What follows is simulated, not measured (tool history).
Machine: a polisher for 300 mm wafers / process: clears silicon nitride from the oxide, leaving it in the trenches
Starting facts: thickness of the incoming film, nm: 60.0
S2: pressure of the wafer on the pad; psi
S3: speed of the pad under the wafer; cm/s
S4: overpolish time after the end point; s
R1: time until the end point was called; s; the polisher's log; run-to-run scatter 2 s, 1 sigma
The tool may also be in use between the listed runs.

{"run": 1, "hour": 0.0, "flow of slurry (ml/min)": 285, "S2": 2.1, "S3": 80, "S4": 11, "R1": 100.98}
{"run": 2, "hour": 4.3, "flow of slurry (ml/min)": 245, "S2": 2.1, "S3": 80, "S4": 11, "R1": 102.64}
{"run": 3, "hour": 7.4, "flow of slurry (ml/min)": 245, "S2": 2.1, "S3": 100, "S4": 11, "R1": 82.014}
{"run": 4, "hour": 15.0, "flow of slurry (ml/min)": 245, "S2": 2, "S3": 98, "S4": 11, "R1": 88.34}
{"run": 5, "hour": 18.4, "flow of slurry (ml/min)": 245, "S2": 2, "S3": 116, "S4": 11, "R1": 74.779}
{"run": 6, "hour": 26.8, "flow of slurry (ml/min)": 245, "S2": 2, "S3": 106, "S4": 11, "R1": 81.345}
{"run": 7, "hour": 30.3, "flow of slurry (ml/min)": 245, "S2": 1.9, "S3": 102, "S4": 11, "R1": 87.729}
{"run": 8, "hour": 35.8, "flow of slurry (ml/min)": 245, "S2": 1.8, "S3": 98, "S4": 11, "R1": 94.291}
{"run": 9, "hour": 37.9, "flow of slurry (ml/min)": 245, "S2": 1.7, "S3": 94, "S4": 11, "R1": 103.7}
{"run": 10, "hour": 39.1, "flow of slurry (ml/min)": 245, "S2": 1.6, "S3": 92, "S4": 11, "R1": 111.44}
{"run": 11, "hour": 47.9, "flow of slurry (ml/min)": 245, "S2": 1.6, "S3": 92, "S4": 11, "R1": 113.31}

Expected results for the next run?
{"run": 12, "hour": 56.3, "flow of slurry (ml/min)": 245, "S2": 1.5, "S3": 90, "S4": 11, "R1": "?"}

Run 12 yielded R1 120.12 s.
